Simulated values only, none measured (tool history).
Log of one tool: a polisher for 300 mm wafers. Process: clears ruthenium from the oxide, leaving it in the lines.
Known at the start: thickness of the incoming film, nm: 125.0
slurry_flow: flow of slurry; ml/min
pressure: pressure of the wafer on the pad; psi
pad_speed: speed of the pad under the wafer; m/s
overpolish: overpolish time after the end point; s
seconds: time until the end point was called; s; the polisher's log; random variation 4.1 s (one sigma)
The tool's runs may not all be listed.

| run | day | slurry_flow | pressure | pad_speed | overpolish | seconds |
|---|---|---|---|---|---|---|
| 1 | 0.000 | 315 | 1.9 | 1.14 | 5 | 100.90 |
| 2 | 0.183 | 315 | 1.9 | 0.94 | 5 | 122.14 |
| 3 | 0.538 | 315 | 1.6 | 0.88 | 5 | 156.08 |
| 4 | 0.704 | 370 | 1.6 | 0.88 | 5 | 150.77 |
| 5 | 0.892 | 370 | 1.4 | 0.86 | 5 | 175.38 |
| 6 | 1.133 | 370 | 1.4 | 1.00 | 5 | 152.31 |
| 7 | 1.212 | 370 | 1.3 | 0.94 | 5 | 176.12 |

The next listed run, before its measurement:
| 8 | 1.275 | 370 | 1.2 | 0.92 | 5 | ? |

{"run 8": {"seconds": 191.62}}
